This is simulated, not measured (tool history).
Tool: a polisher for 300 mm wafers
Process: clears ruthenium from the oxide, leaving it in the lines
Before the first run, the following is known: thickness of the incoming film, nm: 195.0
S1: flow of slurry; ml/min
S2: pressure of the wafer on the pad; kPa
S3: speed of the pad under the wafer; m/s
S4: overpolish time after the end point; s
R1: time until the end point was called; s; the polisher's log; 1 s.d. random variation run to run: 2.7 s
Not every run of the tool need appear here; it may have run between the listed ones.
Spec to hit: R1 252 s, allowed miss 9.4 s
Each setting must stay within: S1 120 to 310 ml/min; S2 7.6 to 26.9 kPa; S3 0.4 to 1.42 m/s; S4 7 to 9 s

run,hour,S1,S2,S3,S4,R1
1,0,200,17.2,0.9,9,148.29
2,5,200,19.3,0.9,9,131.3
3,13.6,200,15.2,0.9,9,165.74
4,15,220,15.2,0.9,9,168.59
5,17.1,220,14.5,0.9,9,170.16
6,26,220,13.8,0.9,9,184.32
7,33.9,220,13.1,0.9,9,191.44
8,38.7,220,12.4,0.9,9,200.92
9,39.8,220,11.7,0.9,9,209.92
10,44,220,11.7,0.9,9,213.56
11,48.5,215,10.3,0.9,9,232.25

Exercise: of the 4 proposed moves below, exactly one satisfies all targets within the stated allowed misses. Which move is it?
A,53,205,11,0.88,7,?
B,53,210,11,0.86,9,?
C,53,175,10.3,0.94,9,?
D,53,225,13.1,0.68,7,?

move,R1
A,232.1
B,236.53
C,237.22
D,249.39
A: no nearer and no further than the last run
B: an improvement on the last run, though not all results are within tolerance
C: an improvement on the last run, though not all results are within tolerance
D: in spec on every target
The move that meets every target is D.
